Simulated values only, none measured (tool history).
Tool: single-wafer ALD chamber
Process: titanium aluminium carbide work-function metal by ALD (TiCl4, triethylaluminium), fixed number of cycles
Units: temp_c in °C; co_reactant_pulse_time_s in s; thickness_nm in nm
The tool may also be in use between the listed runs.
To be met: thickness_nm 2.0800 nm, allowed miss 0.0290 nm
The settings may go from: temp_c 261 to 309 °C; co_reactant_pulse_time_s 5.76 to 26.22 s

| run | day | temp_c | co_reactant_pulse_time_s | thickness_nm |
|---|---|---|---|---|
| 1 | 0.000 | 285 | 15.99 | 1.9333 |
| 2 | 0.138 | 275 | 15.99 | 1.8543 |
| 3 | 0.421 | 275 | 20.59 | 1.8515 |
| 4 | 0.521 | 279 | 20.59 | 1.8880 |
| 5 | 0.842 | 282 | 20.65 | 1.9100 |
| 6 | 1.092 | 292 | 20.65 | 1.9741 |
| 7 | 1.221 | 294 | 20.62 | 2.0116 |
| 8 | 1.388 | 295 | 20.63 | 2.0117 |
| 9 | 1.733 | 296 | 20.63 | 2.0158 |
| 10 | 1.867 | 297 | 20.63 | 2.0327 |
| 11 | 2.229 | 298 | 20.63 | 2.0332 |
| 12 | 2.450 | 299 | 20.64 | 2.0449 |

Which of these 5 next moves meets every target?
| A | 2.671 | 289 | 19.30 | ? |
| B | 2.671 | 309 | 24.27 | ? |
| C | 2.671 | 309 | 20.13 | ? |
| D | 2.671 | 309 | 17.99 | ? |
| E | 2.671 | 303 | 22.10 | ? |

| move | thickness_nm |
|---|---|
| A | 1.9685 |
| B | 2.1287 |
| C | 2.1272 |
| D | 2.1249 |
| E | 2.0805 |
A: further off than the last run
B: takes the result that was furthest off past its target
C: takes the result that was furthest off past its target
D: takes the result that was furthest off past its target
E: meets every target
Answer: E

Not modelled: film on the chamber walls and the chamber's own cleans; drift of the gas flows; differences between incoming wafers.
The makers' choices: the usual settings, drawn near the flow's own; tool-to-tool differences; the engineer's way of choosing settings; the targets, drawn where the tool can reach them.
